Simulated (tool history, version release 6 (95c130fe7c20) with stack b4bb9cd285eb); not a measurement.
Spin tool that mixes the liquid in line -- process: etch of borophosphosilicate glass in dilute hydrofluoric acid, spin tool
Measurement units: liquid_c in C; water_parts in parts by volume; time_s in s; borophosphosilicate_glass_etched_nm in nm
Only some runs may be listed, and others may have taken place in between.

run  hour  liquid_c  water_parts  time_s  borophosphosilicate_glass_etched_nm
  1     0        22          135     230                               50.016
  2     8        22          135     245                               53.795
  3  15.8      20.5          140     245                               48.271
  4  18.3      20.5          175     245                               37.264
  5  26.9      20.5          175     245                               37.202
  6  30.4      20.5          135     245                               50.518
  7  34.4      19.5          135     245                               48.268
  8  38.4        19          135     245                               47.755
  9  46.4        19          135     245                               47.522
 10  54.5      18.5          135     245                               46.273
 11  56.8      18.5          135     245                               46.528

Run 12 is up next; what results do you expect?
 12  61.6        18          135     245                                    ?

{"run 12": {"borophosphosilicate_glass_etched_nm": 45.857}}
